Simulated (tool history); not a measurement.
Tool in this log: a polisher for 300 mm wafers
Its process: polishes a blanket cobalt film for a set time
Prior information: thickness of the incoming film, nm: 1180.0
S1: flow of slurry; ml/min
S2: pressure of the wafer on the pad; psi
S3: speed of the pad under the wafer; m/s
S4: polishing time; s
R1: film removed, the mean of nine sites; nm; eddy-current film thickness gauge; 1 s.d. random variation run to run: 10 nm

run	hour	S1	S2	S3	S4	R1
1	0	300	2.3	1.1	83	522.02
2	1	300	2.5	1.1	83	565.95
3	8.5	300	2.6	1.1	83	585.34
4	11.6	300	2.1	1.1	83	469.96
5	18.4	300	1.8	1.1	83	407.41
6	22.4	300	2.1	1.12	83	478.92
7	27.3	300	2.1	1.12	83	475.62

For run 8, what comes out?
8	30.5	300	2.3	1.12	83	?

Run 8 came out at R1 524.6 nm.
